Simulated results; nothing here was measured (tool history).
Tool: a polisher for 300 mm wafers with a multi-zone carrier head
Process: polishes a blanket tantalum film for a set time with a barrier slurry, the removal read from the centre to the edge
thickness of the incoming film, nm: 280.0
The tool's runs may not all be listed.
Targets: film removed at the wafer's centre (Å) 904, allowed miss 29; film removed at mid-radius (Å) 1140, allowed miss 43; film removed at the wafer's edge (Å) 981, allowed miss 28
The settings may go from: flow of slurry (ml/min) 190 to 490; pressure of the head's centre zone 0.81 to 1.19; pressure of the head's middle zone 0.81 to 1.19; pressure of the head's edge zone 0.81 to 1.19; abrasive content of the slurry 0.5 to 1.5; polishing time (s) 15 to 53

run  hour  flow of slurry (ml/min)  pressure of the head's centre zone  pressure of the head's middle zone  pressure of the head's edge zone  abrasive content of the slurry  polishing time (s)  film removed at the wafer's centre (Å)  film removed at mid-radius (Å)  film removed at the wafer's edge (Å)
  1     0                      315                                   1                                   1                                 1                               1                  34                                  627.48                           647.1                                632.26
  2   0.7                      315                                   1                                   1                              0.92                               1                  34                                  624.66                          637.65                                608.34
  3   5.9                      275                                   1                                   1                              0.92                               1                  34                                  616.42                          609.54                                602.62
  4    14                      295                                0.99                                1.04                              0.97                            1.15                  36                                  684.37                          718.51                                689.05
  5  22.8                      320                                0.99                                1.08                              1.01                            1.25                  37                                  729.63                          788.56                                752.48
  6  28.6                      375                                0.99                                1.08                              1.01                            1.25                  37                                  738.95                          805.74                                752.67
  7  37.3                      395                                0.97                                1.11                              1.02                             1.3                  39                                  787.07                           882.3                                816.87
  8  45.2                      410                                0.95                                1.13                              1.01                            1.35                  40                                  791.38                          938.93                                850.34
  9  46.3                      420                                0.95                                1.15                              1.01                             1.4                  41                                  809.97                          978.63                                 865.9
 10  47.1                      430                                0.95                                1.16                              1.02                            1.45                  42                                  856.41                          1025.5                                918.61

Which of these 4 next moves meets every target?
  A  47.9                      360                                 0.9                                1.14                              0.92                             1.5                  48                                       ?                               ?                                     ?
  B  47.9                      480                                1.01                                0.99                              1.04                            1.45                  40                                       ?                               ?                                     ?
  C  47.9                      405                                1.02                                1.16                              0.95                             1.5                  39                                       ?                               ?                                     ?
  D  47.9                      440                                0.98                                1.06                              1.11                             1.5                  44                                       ?                               ?                                     ?

move  film removed at the wafer's centre (Å)  film removed at mid-radius (Å)  film removed at the wafer's edge (Å)
   A                                  902.02                          1152.7                                985.82
   B                                  856.41                          871.36                                879.83
   C                                  840.36                          958.02                                818.89
   D                                   916.1                            1013                                1002.9
A: meets every target
B: further off than the last run
C: further off than the last run
D: further off than the last run
Answer: A
